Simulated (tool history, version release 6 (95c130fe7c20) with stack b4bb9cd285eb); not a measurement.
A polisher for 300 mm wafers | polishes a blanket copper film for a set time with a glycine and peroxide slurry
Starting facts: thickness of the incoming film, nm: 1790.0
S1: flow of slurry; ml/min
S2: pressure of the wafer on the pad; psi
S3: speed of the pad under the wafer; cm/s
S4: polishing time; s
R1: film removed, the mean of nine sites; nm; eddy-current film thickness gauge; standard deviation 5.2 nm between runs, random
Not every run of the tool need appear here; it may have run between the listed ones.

run  hour   S1   S2   S3  S4      R1
  1     0  185  1.8  122  78  332.55
  2   1.2  185  1.9  122  78  344.48
  3   8.6  230  1.9  122  78  354.95
  4  12.5  230    2  122  78  371.78
  5  14.4  230  2.1  122  78  386.51
  6  21.2  230  2.2  122  78  383.23
  7  30.2  230  2.2  122  78  393.18

Run 8, settings as shown, results not yet in. Your forecast:
  8  31.9  230  2.3  122  78   ?

R1: 396.88 nm
